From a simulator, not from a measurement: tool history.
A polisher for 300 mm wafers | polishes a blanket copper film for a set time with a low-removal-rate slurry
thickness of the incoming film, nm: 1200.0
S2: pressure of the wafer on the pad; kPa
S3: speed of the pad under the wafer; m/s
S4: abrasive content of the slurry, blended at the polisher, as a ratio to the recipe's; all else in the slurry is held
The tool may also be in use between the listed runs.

{"run": 1, "hour": 0.0, "flow of slurry (ml/min)": 240, "S2": 11.7, "S3": 1.24, "S4": 1.0, "polishing time (s)": 103, "film removed (angstrom)": 2472.9}
{"run": 2, "hour": 3.1, "flow of slurry (ml/min)": 240, "S2": 12.4, "S3": 1.24, "S4": 1.0, "polishing time (s)": 103, "film removed (angstrom)": 2647.8}
{"run": 3, "hour": 10.0, "flow of slurry (ml/min)": 190, "S2": 12.4, "S3": 1.24, "S4": 1.0, "polishing time (s)": 103, "film removed (angstrom)": 2574.8}
{"run": 4, "hour": 11.5, "flow of slurry (ml/min)": 195, "S2": 13.1, "S3": 1.24, "S4": 1.0, "polishing time (s)": 103, "film removed (angstrom)": 2704.7}
{"run": 5, "hour": 19.7, "flow of slurry (ml/min)": 170, "S2": 13.1, "S3": 1.24, "S4": 1.0, "polishing time (s)": 103, "film removed (angstrom)": 2657.0}
{"run": 6, "hour": 22.1, "flow of slurry (ml/min)": 170, "S2": 10.3, "S3": 1.24, "S4": 1.0, "polishing time (s)": 103, "film removed (angstrom)": 2109.1}
{"run": 7, "hour": 29.1, "flow of slurry (ml/min)": 180, "S2": 11.7, "S3": 1.24, "S4": 1.0, "polishing time (s)": 103, "film removed (angstrom)": 2396.8}

Forecast run 8:
{"run": 8, "hour": 35.6, "flow of slurry (ml/min)": 180, "S2": 11.7, "S3": 1.24, "S4": 1.0, "polishing time (s)": 103, "film removed (angstrom)": "?"}

Run 8 gave film removed (angstrom) 2397.6.
